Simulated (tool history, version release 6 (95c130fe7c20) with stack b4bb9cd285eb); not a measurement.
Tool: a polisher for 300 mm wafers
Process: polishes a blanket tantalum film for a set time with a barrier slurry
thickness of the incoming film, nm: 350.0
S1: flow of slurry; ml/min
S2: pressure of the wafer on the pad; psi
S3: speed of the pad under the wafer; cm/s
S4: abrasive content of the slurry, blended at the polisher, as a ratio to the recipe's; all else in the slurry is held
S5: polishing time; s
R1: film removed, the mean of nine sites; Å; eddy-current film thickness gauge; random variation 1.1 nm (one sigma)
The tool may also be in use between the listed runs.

run  hour   S1   S2  S3   S4  S5      R1
  1     0  150  1.7  76    1  84  738.82
  2   5.3  150  1.7  76  1.1  84  742.91
  3   6.5  155  1.8  76  1.1  84  790.41
  4  13.6  155  1.8  76  1.3  84  828.94
  5  18.5  155  1.8  76  1.4  84  838.56
  6  24.3  160  1.9  76  1.4  84   889.2
  7  32.2  160    2  76  1.4  84  933.13
  8  37.5  185  2.5  76  1.4  84  1172.1

The next listed run, before its measurement:
  9  41.2  185  2.6  76  1.4  84   ?

{"run 9": {"R1": 1228.4}}
